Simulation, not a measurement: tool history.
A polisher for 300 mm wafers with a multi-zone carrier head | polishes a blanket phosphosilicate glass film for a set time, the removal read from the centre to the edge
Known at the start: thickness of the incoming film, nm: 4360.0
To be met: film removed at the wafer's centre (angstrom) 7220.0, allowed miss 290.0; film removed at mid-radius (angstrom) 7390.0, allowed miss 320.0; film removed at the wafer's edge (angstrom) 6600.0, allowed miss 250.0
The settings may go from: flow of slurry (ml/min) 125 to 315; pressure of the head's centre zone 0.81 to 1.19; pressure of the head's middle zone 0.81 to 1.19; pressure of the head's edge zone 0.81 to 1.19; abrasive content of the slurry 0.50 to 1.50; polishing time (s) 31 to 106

run	hour	flow of slurry (ml/min)	pressure of the head's centre zone	pressure of the head's middle zone	pressure of the head's edge zone	abrasive content of the slurry	polishing time (s)	film removed at the wafer's centre (angstrom)	film removed at mid-radius (angstrom)	film removed at the wafer's edge (angstrom)
1	0.0	205	1.00	1.00	1.00	1.00	68	5411.4	5372.1	5128.6
2	7.8	155	1.00	1.00	1.00	1.00	68	4965.9	5059.6	5129.8
3	14.8	200	1.00	1.00	1.00	1.00	68	5179.2	5353.7	5176.1
4	17.1	200	1.00	1.00	1.00	1.00	56	4339.7	4309.8	4246.5
5	24.0	200	1.00	1.08	1.00	1.00	56	4318.2	4602.2	4338.2
6	24.6	200	0.96	1.08	1.00	1.00	56	4131.0	4577.6	4300.0
7	30.7	205	0.99	1.09	1.01	1.10	57	4471.6	4776.4	4545.6
8	39.1	205	0.99	1.09	1.01	1.10	57	4457.6	4873.1	4405.4
9	45.1	195	1.00	1.08	1.02	1.15	61	4913.1	5222.5	4865.1

5 next moves are on the table. One of them brings every result within its allowed miss. Which?
A	51.1	230	1.05	1.11	0.98	1.20	81	?	?	?
B	51.1	125	0.88	0.90	1.19	1.00	47	?	?	?
C	51.1	220	0.99	1.12	1.00	1.20	82	?	?	?
D	51.1	195	1.11	0.97	1.06	0.80	91	?	?	?
E	51.1	235	1.00	1.09	1.01	1.10	51	?	?	?

move	film removed at the wafer's centre (angstrom)	film removed at mid-radius (angstrom)	film removed at the wafer's edge (angstrom)
A	6977.1	7384.0	6641.6
B	2787.0	3153.4	3679.0
C	6611.4	7473.6	6757.3
D	7071.5	6530.4	6687.1
E	4081.0	4484.9	4137.3
A: meets every target
B: further off than the last run
C: nearer than the last run, and not there yet
D: brings the result that was furthest off to its target, and leaves another outside
E: further off than the last run
Move A is the one to make.
